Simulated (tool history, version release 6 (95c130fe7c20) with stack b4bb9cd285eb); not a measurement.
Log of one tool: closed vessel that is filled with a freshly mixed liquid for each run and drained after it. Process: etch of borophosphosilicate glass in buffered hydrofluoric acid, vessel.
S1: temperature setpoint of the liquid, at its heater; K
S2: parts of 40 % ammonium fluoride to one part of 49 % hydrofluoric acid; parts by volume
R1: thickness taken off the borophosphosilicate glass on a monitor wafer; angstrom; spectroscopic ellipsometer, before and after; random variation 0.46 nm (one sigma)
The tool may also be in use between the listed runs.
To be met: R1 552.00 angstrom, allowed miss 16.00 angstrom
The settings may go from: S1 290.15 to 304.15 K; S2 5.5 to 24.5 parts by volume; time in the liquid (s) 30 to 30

run 1 hour=0.0 | S1=296.15 S2=15.0 time_in_the_liquid_(s)=30 | R1=220.94
run 2 hour=5.4 | S1=296.15 S2=17.5 time_in_the_liquid_(s)=30 | R1=191.94
run 3 hour=7.5 | S1=298.15 S2=14.5 time_in_the_liquid_(s)=30 | R1=254.98
run 4 hour=16.2 | S1=298.15 S2=11.0 time_in_the_liquid_(s)=30 | R1=334.21
-- hour=21.4 hydrofluoric acid flow meter replaced
run 5 hour=21.4 | S1=294.65 S2=11.0 time_in_the_liquid_(s)=30 | R1=306.26
run 6 hour=27.3 | S1=296.65 S2=9.5 time_in_the_liquid_(s)=30 | R1=387.39
run 7 hour=31.4 | S1=298.65 S2=9.0 time_in_the_liquid_(s)=30 | R1=445.51
run 8 hour=38.1 | S1=299.65 S2=9.0 time_in_the_liquid_(s)=30 | R1=475.52
run 9 hour=41.1 | S1=300.15 S2=9.0 time_in_the_liquid_(s)=30 | R1=482.22

5 next moves are on the table. One of them brings every result within its allowed miss. Which?
run A hour=44.1 | S1=303.65 S2=10.0 time_in_the_liquid_(s)=30 | R1=?
run B hour=44.1 | S1=300.15 S2=8.5 time_in_the_liquid_(s)=30 | R1=?
run C hour=44.1 | S1=301.15 S2=10.5 time_in_the_liquid_(s)=30 | R1=?
run D hour=44.1 | S1=304.15 S2=12.5 time_in_the_liquid_(s)=30 | R1=?
run E hour=44.1 | S1=301.65 S2=11.0 time_in_the_liquid_(s)=30 | R1=?

move=A R1=550.38
move=B R1=521.65
move=C R1=460.53
move=D R1=453.95
move=E R1=451.73
A: meets every target
B: nearer than the last run, and not there yet
C: further off than the last run
D: further off than the last run
E: further off than the last run
Answer: A

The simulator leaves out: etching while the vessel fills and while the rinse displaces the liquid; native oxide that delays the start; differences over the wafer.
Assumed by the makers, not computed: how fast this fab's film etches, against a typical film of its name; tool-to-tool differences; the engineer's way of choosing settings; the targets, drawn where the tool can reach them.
